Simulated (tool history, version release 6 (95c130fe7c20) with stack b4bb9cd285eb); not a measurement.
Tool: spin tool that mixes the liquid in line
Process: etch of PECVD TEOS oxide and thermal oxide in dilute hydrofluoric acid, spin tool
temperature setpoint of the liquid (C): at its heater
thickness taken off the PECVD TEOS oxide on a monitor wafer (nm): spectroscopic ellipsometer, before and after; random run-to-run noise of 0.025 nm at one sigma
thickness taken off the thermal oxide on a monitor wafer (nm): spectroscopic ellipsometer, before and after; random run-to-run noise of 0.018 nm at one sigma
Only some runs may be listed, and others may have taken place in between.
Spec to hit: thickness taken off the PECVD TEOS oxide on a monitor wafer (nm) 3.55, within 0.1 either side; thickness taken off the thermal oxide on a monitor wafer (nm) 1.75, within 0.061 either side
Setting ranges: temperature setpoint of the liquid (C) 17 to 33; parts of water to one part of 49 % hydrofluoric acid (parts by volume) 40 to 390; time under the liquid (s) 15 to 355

run,hour,temperature setpoint of the liquid (C),parts of water to one part of 49 % hydrofluoric acid (parts by volume),time under the liquid (s),thickness taken off the PECVD TEOS oxide on a monitor wafer (nm),thickness taken off the thermal oxide on a monitor wafer (nm)
1,0,25,215,180,6.8361,3.4079
2,3.4,25,150,180,10.499,5.0748
3,5.4,25,150,105,6.0229,2.9819
4,11.3,26.5,150,105,6.5378,3.1621
5,16.2,25,150,105,6.1189,2.9997
6,21.8,26.5,150,105,6.3889,3.1686
7,30.6,24.5,165,105,5.4048,2.6097
8,35.5,23,175,105,4.6621,2.3351
9,38.9,21.5,215,100,3.3097,1.6153
10,46.7,22,215,100,3.3756,1.6514
11,54.2,22.5,215,100,3.4029,1.7192

Of the 4 settings listed for the next run, only one would bring every result within its allowed miss of target. Which one?
A,61.7,21,210,105,?,?
B,61.7,17,105,60,?,?
C,61.7,27.5,325,135,?,?
D,61.7,22.5,215,95,?,?

move,thickness taken off the PECVD TEOS oxide on a monitor wafer (nm),thickness taken off the thermal oxide on a monitor wafer (nm)
A,3.5141,1.716
B,3.8046,1.8579
C,3.2709,1.5972
D,3.2691,1.5964
A: all results land within tolerance of their targets
B: takes the result that was furthest off past its target
C: misses by more than the last run did
D: misses by more than the last run did
Answer: A

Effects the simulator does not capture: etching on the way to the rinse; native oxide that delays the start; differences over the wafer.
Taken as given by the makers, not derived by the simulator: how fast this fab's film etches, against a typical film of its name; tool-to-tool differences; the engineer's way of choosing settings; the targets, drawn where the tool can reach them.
